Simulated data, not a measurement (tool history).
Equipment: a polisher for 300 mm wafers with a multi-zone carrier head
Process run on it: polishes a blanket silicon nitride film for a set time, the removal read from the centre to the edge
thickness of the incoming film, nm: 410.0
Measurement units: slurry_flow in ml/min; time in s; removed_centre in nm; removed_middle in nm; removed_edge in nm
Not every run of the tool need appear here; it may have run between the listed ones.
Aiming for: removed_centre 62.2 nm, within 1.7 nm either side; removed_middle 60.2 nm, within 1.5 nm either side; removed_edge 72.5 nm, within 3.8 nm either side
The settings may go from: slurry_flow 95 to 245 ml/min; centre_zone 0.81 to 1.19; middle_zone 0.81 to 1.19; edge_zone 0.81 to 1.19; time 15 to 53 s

Run 1, hour 0: slurry_flow 155 ml/min, centre_zone 1, middle_zone 1, edge_zone 1, time 34 s. Result: removed_centre 112.52 nm, removed_middle 111.35 nm, removed_edge 117.17 nm.
Run 2, hour 6.6: slurry_flow 155 ml/min, centre_zone 1, middle_zone 1.03, edge_zone 1, time 34 s. Result: removed_centre 112.61 nm, removed_middle 115.13 nm, removed_edge 118.28 nm.
Run 3, hour 8.9: slurry_flow 175 ml/min, centre_zone 1, middle_zone 1.03, edge_zone 1, time 34 s. Result: removed_centre 114.94 nm, removed_middle 117.81 nm, removed_edge 120.09 nm.
Run 4, hour 16.8: slurry_flow 175 ml/min, centre_zone 0.97, middle_zone 1.03, edge_zone 1, time 34 s. Result: removed_centre 111.83 nm, removed_middle 118.08 nm, removed_edge 120.03 nm.
Run 5, hour 19.4: slurry_flow 155 ml/min, centre_zone 0.94, middle_zone 0.97, edge_zone 0.98, time 30 s. Result: removed_centre 94.359 nm, removed_middle 95.563 nm, removed_edge 104.49 nm.
Run 6, hour 25: slurry_flow 155 ml/min, centre_zone 0.94, middle_zone 0.97, edge_zone 0.93, time 30 s. Result: removed_centre 94.653 nm, removed_middle 97.212 nm, removed_edge 100.51 nm.
Run 7, hour 29.3: slurry_flow 140 ml/min, centre_zone 0.91, middle_zone 0.93, edge_zone 0.92, time 27 s. Result: removed_centre 80.939 nm, removed_middle 82.283 nm, removed_edge 88.543 nm.
Run 8, hour 31.3: slurry_flow 130 ml/min, centre_zone 0.89, middle_zone 0.9, edge_zone 0.92, time 26 s. Result: removed_centre 75.524 nm, removed_middle 75.519 nm, removed_edge 85.832 nm.
Run 9, hour 39.9: slurry_flow 120 ml/min, centre_zone 0.88, middle_zone 0.87, edge_zone 0.9, time 25 s. Result: removed_centre 69.064 nm, removed_middle 69.972 nm, removed_edge 79.464 nm.
Run 10, hour 47.9: slurry_flow 115 ml/min, centre_zone 0.88, middle_zone 0.85, edge_zone 0.9, time 24 s. Result: removed_centre 65.785 nm, removed_middle 64.291 nm, removed_edge 74.823 nm.
Run 11, hour 53.8: slurry_flow 110 ml/min, centre_zone 0.88, middle_zone 0.84, edge_zone 0.9, time 24 s. Result: removed_centre 64.335 nm, removed_middle 62.246 nm, removed_edge 76.197 nm.
Run 12, hour 60.5: slurry_flow 100 ml/min, centre_zone 0.88, middle_zone 0.83, edge_zone 0.83, time 23 s. Result: removed_centre 59.106 nm, removed_middle 57.103 nm, removed_edge 68.503 nm.

Pick the move, out of 4, that brings all results within their allowed miss; only one does.
Run A, hour 67.2: slurry_flow 95 ml/min, centre_zone 0.94, middle_zone 0.81, edge_zone 0.82, time 25 s. Result: removed_centre ?, removed_middle ?, removed_edge ?.
Run B, hour 67.2: slurry_flow 125 ml/min, centre_zone 0.98, middle_zone 0.92, edge_zone 0.81, time 20 s. Result: removed_centre ?, removed_middle ?, removed_edge ?.
Run C, hour 67.2: slurry_flow 95 ml/min, centre_zone 0.86, middle_zone 0.81, edge_zone 0.84, time 25 s. Result: removed_centre ?, removed_middle ?, removed_edge ?.
Run D, hour 67.2: slurry_flow 125 ml/min, centre_zone 0.94, middle_zone 0.84, edge_zone 0.82, time 21 s. Result: removed_centre ?, removed_middle ?, removed_edge ?.

move  removed_centre  removed_middle  removed_edge
   A          66.945          60.262        70.911
   B          61.292          58.291        59.701
   C          61.984          60.282        71.669
   D          62.023          56.782         63.09
A: gets the furthest-off result to its target, but another result is out of tolerance
B: lands further from the targets than the last run did
C: all results in spec
D: lands further from the targets than the last run did
The move that meets every target is C.
